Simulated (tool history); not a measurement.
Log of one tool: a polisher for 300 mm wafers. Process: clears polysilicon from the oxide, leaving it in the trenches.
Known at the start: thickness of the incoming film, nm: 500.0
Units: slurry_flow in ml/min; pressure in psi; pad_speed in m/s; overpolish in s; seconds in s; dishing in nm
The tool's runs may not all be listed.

{"run": 1, "hour": 0.0, "slurry_flow": 300, "pressure": 2.5, "pad_speed": 1.22, "overpolish": 16, "seconds": 31.973, "dishing": 57.751}
{"run": 2, "hour": 4.9, "slurry_flow": 300, "pressure": 2.5, "pad_speed": 1.22, "overpolish": 20, "seconds": 32.999, "dishing": 58.18}
{"run": 3, "hour": 9.6, "slurry_flow": 300, "pressure": 2.8, "pad_speed": 1.22, "overpolish": 20, "seconds": 29.528, "dishing": 56.611}
{"run": 4, "hour": 13.4, "slurry_flow": 300, "pressure": 2.7, "pad_speed": 1.12, "overpolish": 19, "seconds": 32.388, "dishing": 57.424}
{"run": 5, "hour": 20.2, "slurry_flow": 300, "pressure": 2.7, "pad_speed": 1.24, "overpolish": 19, "seconds": 30.038, "dishing": 58.647}
{"run": 6, "hour": 25.9, "slurry_flow": 300, "pressure": 2.7, "pad_speed": 1.06, "overpolish": 19, "seconds": 34.185, "dishing": 57.641}
{"run": 7, "hour": 28.7, "slurry_flow": 295, "pressure": 2.5, "pad_speed": 1.02, "overpolish": 17, "seconds": 38.319, "dishing": 56.332}
{"run": 8, "hour": 30.8, "slurry_flow": 295, "pressure": 2.3, "pad_speed": 1.02, "overpolish": 18, "seconds": 41.164, "dishing": 56.919}
{"run": 9, "hour": 31.9, "slurry_flow": 295, "pressure": 2.1, "pad_speed": 1.02, "overpolish": 18, "seconds": 44.924, "dishing": 56.423}
{"hour": 33.0, "done": "slurry nozzle cleaned"}
{"run": 10, "hour": 33.0, "slurry_flow": 295, "pressure": 2.0, "pad_speed": 1.02, "overpolish": 19, "seconds": 46.547, "dishing": 57.312}
{"run": 11, "hour": 34.9, "slurry_flow": 295, "pressure": 1.9, "pad_speed": 1.02, "overpolish": 19, "seconds": 49.21, "dishing": 56.433}

Forecast run 12:
{"run": 12, "hour": 39.2, "slurry_flow": 295, "pressure": 1.8, "pad_speed": 1.02, "overpolish": 20, "seconds": "?", "dishing": "?"}

seconds: 50.079 s
dishing: 54.919 nm

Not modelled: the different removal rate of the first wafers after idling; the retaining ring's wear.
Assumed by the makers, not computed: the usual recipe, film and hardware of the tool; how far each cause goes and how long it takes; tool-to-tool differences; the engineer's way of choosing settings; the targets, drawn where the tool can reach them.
